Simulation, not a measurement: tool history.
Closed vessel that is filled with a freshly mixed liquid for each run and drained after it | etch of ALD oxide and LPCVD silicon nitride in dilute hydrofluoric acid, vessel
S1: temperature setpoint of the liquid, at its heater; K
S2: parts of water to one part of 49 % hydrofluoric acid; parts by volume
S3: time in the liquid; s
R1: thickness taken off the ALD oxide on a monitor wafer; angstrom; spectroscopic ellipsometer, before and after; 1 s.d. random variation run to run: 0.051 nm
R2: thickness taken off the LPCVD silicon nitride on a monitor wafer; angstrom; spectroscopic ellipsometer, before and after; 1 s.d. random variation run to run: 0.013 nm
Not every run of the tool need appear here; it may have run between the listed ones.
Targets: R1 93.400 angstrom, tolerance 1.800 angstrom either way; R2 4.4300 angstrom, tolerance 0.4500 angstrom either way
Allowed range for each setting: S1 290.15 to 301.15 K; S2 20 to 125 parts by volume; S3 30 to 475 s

{"run": 1, "hour": 0.0, "S1": 293.15, "S2": 70, "S3": 245, "R1": 313.39, "R2": 13.124}
{"run": 2, "hour": 4.4, "S1": 291.65, "S2": 70, "S3": 245, "R1": 295.34, "R2": 12.063}
{"run": 3, "hour": 8.0, "S1": 291.65, "S2": 70, "S3": 290, "R1": 353.81, "R2": 13.726}
{"run": 4, "hour": 9.6, "S1": 291.65, "S2": 90, "S3": 250, "R1": 231.58, "R2": 9.572}
{"run": 5, "hour": 15.4, "S1": 290.15, "S2": 90, "S3": 250, "R1": 218.42, "R2": 8.6485}
{"run": 6, "hour": 23.0, "S1": 290.15, "S2": 90, "S3": 305, "R1": 265.39, "R2": 10.346}
{"run": 7, "hour": 29.8, "S1": 290.15, "S2": 90, "S3": 305, "R1": 263.79, "R2": 10.568}
{"run": 8, "hour": 37.9, "S1": 292.15, "S2": 120, "S3": 190, "R1": 129.87, "R2": 5.947}

5 next moves are on the table. One of them brings every result within its allowed miss. Which?
{"run": "A", "hour": 46.0, "S1": 297.65, "S2": 125, "S3": 180, "R1": "?", "R2": "?"}
{"run": "B", "hour": 46.0, "S1": 294.65, "S2": 125, "S3": 130, "R1": "?", "R2": "?"}
{"run": "C", "hour": 46.0, "S1": 291.15, "S2": 125, "S3": 165, "R1": "?", "R2": "?"}
{"run": "D", "hour": 46.0, "S1": 300.65, "S2": 125, "S3": 175, "R1": "?", "R2": "?"}
{"run": "E", "hour": 46.0, "S1": 298.65, "S2": 125, "S3": 90, "R1": "?", "R2": "?"}

move=A R1=146.700 R2=7.2932
move=B R1=94.175 R2=4.3244
move=C R1=103.730 R2=4.3327
move=D R1=159.930 R2=8.5940
move=E R1=76.234 R2=3.8901
A: moves away from the targets compared with the last run
B: all results in spec
C: closer than the last run, but not yet in spec
D: moves away from the targets compared with the last run
E: pushes the last run's worst result past its target
The right move is B.
